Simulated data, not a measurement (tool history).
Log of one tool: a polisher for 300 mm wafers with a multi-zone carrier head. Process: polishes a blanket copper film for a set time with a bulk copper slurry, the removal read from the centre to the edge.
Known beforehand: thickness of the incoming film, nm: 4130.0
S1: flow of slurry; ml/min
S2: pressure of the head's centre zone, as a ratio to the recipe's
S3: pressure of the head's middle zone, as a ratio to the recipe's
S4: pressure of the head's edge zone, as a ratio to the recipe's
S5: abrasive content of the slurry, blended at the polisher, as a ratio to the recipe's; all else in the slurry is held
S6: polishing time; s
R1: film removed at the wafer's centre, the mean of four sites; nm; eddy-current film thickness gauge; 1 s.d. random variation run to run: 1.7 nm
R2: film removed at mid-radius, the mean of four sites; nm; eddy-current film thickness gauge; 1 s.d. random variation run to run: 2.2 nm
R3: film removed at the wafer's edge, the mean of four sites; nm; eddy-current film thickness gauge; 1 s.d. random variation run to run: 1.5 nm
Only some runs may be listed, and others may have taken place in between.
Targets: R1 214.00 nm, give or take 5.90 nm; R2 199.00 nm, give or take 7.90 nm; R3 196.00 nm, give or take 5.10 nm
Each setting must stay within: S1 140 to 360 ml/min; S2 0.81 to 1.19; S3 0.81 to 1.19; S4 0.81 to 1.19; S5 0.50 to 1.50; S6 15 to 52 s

run 1 hour=0.0 | S1=230 S2=1.00 S3=1.00 S4=1.00 S5=1.00 S6=33 | R1=163.48 R2=171.49 R3=172.66
run 2 hour=2.4 | S1=240 S2=1.02 S3=1.01 S4=1.02 S5=1.05 S6=33 | R1=168.77 R2=175.59 R3=173.95
run 3 hour=7.1 | S1=245 S2=1.04 S3=1.01 S4=1.03 S5=1.10 S6=33 | R1=174.15 R2=175.15 R3=176.88
run 4 hour=10.5 | S1=245 S2=1.04 S3=1.01 S4=1.03 S5=0.90 S6=33 | R1=167.11 R2=169.22 R3=165.61
run 5 hour=18.5 | S1=250 S2=1.05 S3=1.02 S4=1.03 S5=0.95 S6=33 | R1=169.94 R2=169.43 R3=171.92
run 6 hour=25.0 | S1=250 S2=1.05 S3=1.02 S4=1.03 S5=1.10 S6=33 | R1=174.79 R2=177.61 R3=178.38
run 7 hour=33.3 | S1=255 S2=1.07 S3=1.03 S4=1.03 S5=1.15 S6=33 | R1=182.52 R2=186.70 R3=180.37
run 8 hour=42.2 | S1=320 S2=1.17 S3=1.00 S4=1.13 S5=1.25 S6=33 | R1=206.40 R2=186.16 R3=194.77
run 9 hour=48.9 | S1=320 S2=1.17 S3=1.01 S4=1.13 S5=1.25 S6=33 | R1=208.84 R2=185.76 R3=195.59
run 10 hour=49.5 | S1=320 S2=1.17 S3=1.02 S4=1.13 S5=1.25 S6=33 | R1=212.46 R2=190.17 R3=192.25

Below are 4 possible settings for the next run. Only one of them brings all results inside the allowed miss of their targets. Which is it?
run A hour=50.1 | S1=360 S2=1.18 S3=0.99 S4=1.03 S5=1.20 S6=33 | R1=? R2=? R3=?
run B hour=50.1 | S1=265 S2=1.19 S3=0.85 S4=1.05 S5=1.30 S6=34 | R1=? R2=? R3=?
run C hour=50.1 | S1=290 S2=1.17 S3=1.06 S4=1.07 S5=1.50 S6=33 | R1=? R2=? R3=?
run D hour=50.1 | S1=275 S2=1.19 S3=1.00 S4=1.14 S5=1.15 S6=34 | R1=? R2=? R3=?

move=A R1=212.82 R2=183.95 R3=182.24
move=B R1=218.75 R2=167.40 R3=189.68
move=C R1=218.31 R2=201.11 R3=193.01
move=D R1=213.48 R2=184.80 R3=192.07
A: lands further from the targets than the last run did
B: lands further from the targets than the last run did
C: all results land within tolerance of their targets
D: lands further from the targets than the last run did
The move that meets every target is C.
